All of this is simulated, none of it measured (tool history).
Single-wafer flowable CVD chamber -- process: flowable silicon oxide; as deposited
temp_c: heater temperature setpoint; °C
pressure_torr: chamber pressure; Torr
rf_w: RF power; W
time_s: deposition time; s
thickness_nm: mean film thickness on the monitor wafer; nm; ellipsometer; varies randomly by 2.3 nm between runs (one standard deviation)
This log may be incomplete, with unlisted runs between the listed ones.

Run 1, hour 0.0: temp_c 110 °C, pressure_torr 1.05 Torr, rf_w 2015 W, time_s 811 s. Result: thickness_nm 414.58 nm.
Run 2, hour 1.8: temp_c 104 °C, pressure_torr 1.05 Torr, rf_w 2015 W, time_s 811 s. Result: thickness_nm 490.13 nm.
Run 3, hour 5.1: temp_c 104 °C, pressure_torr 1.05 Torr, rf_w 1790 W, time_s 811 s. Result: thickness_nm 481.17 nm.
Run 4, hour 13.9: temp_c 104 °C, pressure_torr 1.05 Torr, rf_w 1790 W, time_s 811 s. Result: thickness_nm 479.88 nm.
Run 5, hour 17.6: temp_c 104 °C, pressure_torr 1.05 Torr, rf_w 1610 W, time_s 811 s. Result: thickness_nm 469.13 nm.
Run 6, hour 21.6: temp_c 103 °C, pressure_torr 1.05 Torr, rf_w 1610 W, time_s 811 s. Result: thickness_nm 483.52 nm.

Expected results for the next run?
Run 7, hour 26.5: temp_c 102 °C, pressure_torr 1.05 Torr, rf_w 1610 W, time_s 811 s. Result: thickness_nm ?.

{"run 7": {"thickness_nm": 498.51}}
